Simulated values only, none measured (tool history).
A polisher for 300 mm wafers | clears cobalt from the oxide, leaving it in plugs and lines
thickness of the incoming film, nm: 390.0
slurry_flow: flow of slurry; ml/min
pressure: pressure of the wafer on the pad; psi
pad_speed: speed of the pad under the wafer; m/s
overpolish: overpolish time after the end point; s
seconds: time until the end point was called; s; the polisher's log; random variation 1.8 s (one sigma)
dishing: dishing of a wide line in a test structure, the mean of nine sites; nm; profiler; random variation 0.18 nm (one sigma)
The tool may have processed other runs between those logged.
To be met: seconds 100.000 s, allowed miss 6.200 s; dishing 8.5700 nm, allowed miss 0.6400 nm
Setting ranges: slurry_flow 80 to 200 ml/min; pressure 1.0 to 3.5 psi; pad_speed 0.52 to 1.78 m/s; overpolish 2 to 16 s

run	day	slurry_flow	pressure	pad_speed	overpolish	seconds	dishing
1	0.000	130	2.2	1.14	8	69.693	40.0730
2	0.333	130	1.9	1.14	8	77.661	36.6780
3	0.379	130	2.2	1.14	8	69.864	40.5120
4	0.433	130	1.8	1.10	6	85.109	26.6690
5	0.646	130	1.8	0.88	6	109.470	22.1630
6	0.800	130	1.8	0.88	8	107.420	28.3370
7	1.138	140	1.5	0.94	6	114.170	20.9520
8	1.354	160	1.3	0.98	5	125.650	15.8910
9	1.671	195	1.0	1.30	2	116.900	7.3894
10	1.788	195	1.1	1.32	2	107.940	7.9471

Which one of the following 4 next-run settings gets every result inside its allowed miss? There is exactly one.
A	1.904	180	1.1	1.40	2	?	?
B	1.904	185	1.0	1.32	2	?	?
C	1.904	180	1.1	1.20	2	?	?
D	1.904	200	1.1	1.28	2	?	?

move	seconds	dishing
A	101.830	8.1374
B	117.070	7.1211
C	118.320	7.0488
D	109.540	7.5894
A: all results in spec
B: its largest miss is bigger than the last run's
C: its largest miss is bigger than the last run's
D: its largest miss is bigger than the last run's
So the answer is move A, the one that meets all the targets.
